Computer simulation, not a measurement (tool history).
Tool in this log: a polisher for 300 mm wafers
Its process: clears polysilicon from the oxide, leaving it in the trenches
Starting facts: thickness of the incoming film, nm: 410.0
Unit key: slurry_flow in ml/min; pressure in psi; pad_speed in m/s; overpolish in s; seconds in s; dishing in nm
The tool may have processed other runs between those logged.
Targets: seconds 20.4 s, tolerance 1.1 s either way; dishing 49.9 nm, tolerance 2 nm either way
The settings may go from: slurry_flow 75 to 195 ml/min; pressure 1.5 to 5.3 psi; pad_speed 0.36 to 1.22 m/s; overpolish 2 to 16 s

| run | hour | slurry_flow | pressure | pad_speed | overpolish | seconds | dishing |
|---|---|---|---|---|---|---|---|
| 1 | 0 | 125 | 3.4 | 0.78 | 8 | 30.691 | 45.322 |
| 2 | 3.2 | 125 | 3.4 | 0.78 | 5 | 30.58 | 36.726 |
| 3 | 7.9 | 125 | 4.1 | 0.78 | 5 | 25.774 | 41.4 |
| 4 | 9.3 | 125 | 4.1 | 0.88 | 5 | 24.183 | 41.423 |
| 5 | 15.2 | 110 | 4.1 | 0.88 | 5 | 24.288 | 40.791 |
| 6 | 17.2 | 115 | 4.3 | 0.88 | 5 | 23.999 | 42.986 |
| 7 | 20.2 | 120 | 4.5 | 0.88 | 5 | 22.248 | 43.201 |
| 8 | 25 | 125 | 4.6 | 0.88 | 5 | 21.11 | 43.724 |
| 9 | 26.9 | 125 | 4.7 | 0.88 | 6 | 20.936 | 46.109 |

Which single option among these 5 for the next run brings every result within its allowed miss of target? Just one does.
| A | 28.8 | 170 | 5.3 | 0.88 | 7 | ? | ? |
| B | 28.8 | 120 | 5.2 | 0.82 | 8 | ? | ? |
| C | 28.8 | 145 | 4.7 | 0.88 | 6 | ? | ? |
| D | 28.8 | 145 | 4.9 | 1 | 7 | ? | ? |
| E | 28.8 | 145 | 5.3 | 0.74 | 5 | ? | ? |

| move | seconds | dishing |
|---|---|---|
| A | 18.003 | 49.468 |
| B | 20.477 | 49.507 |
| C | 20.656 | 46.392 |
| D | 18.221 | 49.368 |
| E | 20.691 | 43.782 |
A: meets the target for the result that was furthest off, but another lies outside its allowed miss
B: all results in spec
C: moves toward the targets from the last run without getting all of them in spec
D: meets the target for the result that was furthest off, but another lies outside its allowed miss
E: its largest miss is bigger than the last run's
Correct choice: B, which meets every target

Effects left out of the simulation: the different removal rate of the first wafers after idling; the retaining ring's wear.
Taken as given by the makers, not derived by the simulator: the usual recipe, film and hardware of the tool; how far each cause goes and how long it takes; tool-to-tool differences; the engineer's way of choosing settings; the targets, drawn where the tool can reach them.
